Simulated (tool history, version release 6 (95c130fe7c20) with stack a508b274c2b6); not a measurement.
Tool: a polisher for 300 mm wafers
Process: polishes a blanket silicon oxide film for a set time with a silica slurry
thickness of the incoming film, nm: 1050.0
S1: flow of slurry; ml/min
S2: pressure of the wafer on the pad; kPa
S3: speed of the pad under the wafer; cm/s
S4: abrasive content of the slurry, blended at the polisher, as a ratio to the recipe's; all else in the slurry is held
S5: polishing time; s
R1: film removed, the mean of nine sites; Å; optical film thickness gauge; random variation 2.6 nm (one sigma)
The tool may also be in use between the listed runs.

| run | hour | S1 | S2 | S3 | S4 | S5 | R1 |
|---|---|---|---|---|---|---|---|
| 1 | 0.0 | 255 | 20.7 | 154 | 1.0 | 83 | 2455.8 |
| 2 | 0.6 | 255 | 21.4 | 154 | 1.0 | 83 | 2488.0 |
| 3 | 2.5 | 255 | 18.6 | 154 | 1.0 | 83 | 2252.6 |
| 4 | 10.4 | 255 | 18.6 | 154 | 1.0 | 86 | 2312.9 |
| 5 | 19.3 | 310 | 18.6 | 154 | 1.0 | 86 | 2394.4 |
| 6 | 24.8 | 335 | 18.6 | 154 | 1.0 | 86 | 2415.8 |
| 7 | 25.7 | 335 | 20.0 | 154 | 1.0 | 86 | 2529.9 |

Forecast run 8:
| 8 | 30.3 | 335 | 20.7 | 154 | 1.0 | 86 | ? |

{"run 8": {"R1": 2588.3}}

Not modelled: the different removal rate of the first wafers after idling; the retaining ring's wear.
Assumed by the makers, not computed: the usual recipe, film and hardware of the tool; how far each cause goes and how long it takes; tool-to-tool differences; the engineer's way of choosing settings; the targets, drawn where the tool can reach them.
